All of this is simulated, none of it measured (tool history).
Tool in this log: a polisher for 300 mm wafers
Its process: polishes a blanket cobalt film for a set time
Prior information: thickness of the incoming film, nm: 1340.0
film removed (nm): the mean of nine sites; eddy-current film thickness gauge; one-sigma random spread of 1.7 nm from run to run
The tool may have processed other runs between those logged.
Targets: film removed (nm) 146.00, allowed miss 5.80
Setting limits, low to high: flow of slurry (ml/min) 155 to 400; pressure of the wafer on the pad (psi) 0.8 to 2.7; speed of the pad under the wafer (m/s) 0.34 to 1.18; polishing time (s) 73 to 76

run	hour	flow of slurry (ml/min)	pressure of the wafer on the pad (psi)	speed of the pad under the wafer (m/s)	polishing time (s)	film removed (nm)
1	0.0	255	1.7	0.76	73	204.32
2	1.1	255	1.6	0.76	73	197.72
3	9.8	255	1.6	0.76	73	194.60
4	13.1	255	1.8	0.76	73	215.64
5	20.2	285	1.8	0.76	73	214.90
6	21.7	285	1.8	0.76	76	223.03
7	25.0	285	1.6	0.76	76	205.61
8	32.3	285	1.5	0.76	76	199.54
9	35.0	285	1.4	0.76	76	187.89

Which single option among these 5 for the next run brings every result within its allowed miss of target? Just one does.
A	37.7	310	1.0	0.80	73	?
B	37.7	270	1.3	0.60	73	?
C	37.7	300	1.7	0.86	76	?
D	37.7	325	1.5	0.68	76	?
E	37.7	250	1.4	0.66	74	?

move	film removed (nm)
A	148.10
B	134.90
C	247.89
D	179.54
E	157.82
A: in spec on every target
B: carries the result that was furthest off beyond its target, to the other side
C: moves away from the targets compared with the last run
D: an improvement on the last run, though not all results are within tolerance
E: an improvement on the last run, though not all results are within tolerance
Correct choice: A, which meets every target
